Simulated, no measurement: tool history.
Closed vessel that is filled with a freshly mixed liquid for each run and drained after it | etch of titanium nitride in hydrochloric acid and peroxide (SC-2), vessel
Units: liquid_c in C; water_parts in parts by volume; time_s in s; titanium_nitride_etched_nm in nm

Run 1, hour 0: liquid_c 61 C, water_parts 8 parts by volume, time_s 180 s. Result: titanium_nitride_etched_nm 10.19 nm.
Run 2, hour 1.8: liquid_c 61 C, water_parts 10 parts by volume, time_s 180 s. Result: titanium_nitride_etched_nm 8.687 nm.
Run 3, hour 9.5: liquid_c 61 C, water_parts 11.5 parts by volume, time_s 180 s. Result: titanium_nitride_etched_nm 7.4396 nm.
Run 4, hour 14.9: liquid_c 56 C, water_parts 11.5 parts by volume, time_s 180 s. Result: titanium_nitride_etched_nm 5.5193 nm.
Run 5, hour 21.7: liquid_c 58.5 C, water_parts 11.5 parts by volume, time_s 180 s. Result: titanium_nitride_etched_nm 6.524 nm.
Run 6, hour 25.5: liquid_c 58.5 C, water_parts 11.5 parts by volume, time_s 180 s. Result: titanium_nitride_etched_nm 6.4879 nm.
Run 7, hour 32.8: liquid_c 58.5 C, water_parts 11.5 parts by volume, time_s 180 s. Result: titanium_nitride_etched_nm 6.4774 nm.
Run 8, hour 35.8: liquid_c 60 C, water_parts 11.5 parts by volume, time_s 180 s. Result: titanium_nitride_etched_nm 7.15 nm.
Run 9, hour 39.7: liquid_c 61.5 C, water_parts 11.5 parts by volume, time_s 180 s. Result: titanium_nitride_etched_nm 7.7978 nm.

The next listed run, before its measurement:
Run 10, hour 47.2: liquid_c 63 C, water_parts 11.5 parts by volume, time_s 180 s. Result: titanium_nitride_etched_nm ?.

Run 10 gave titanium_nitride_etched_nm 8.6112 nm.
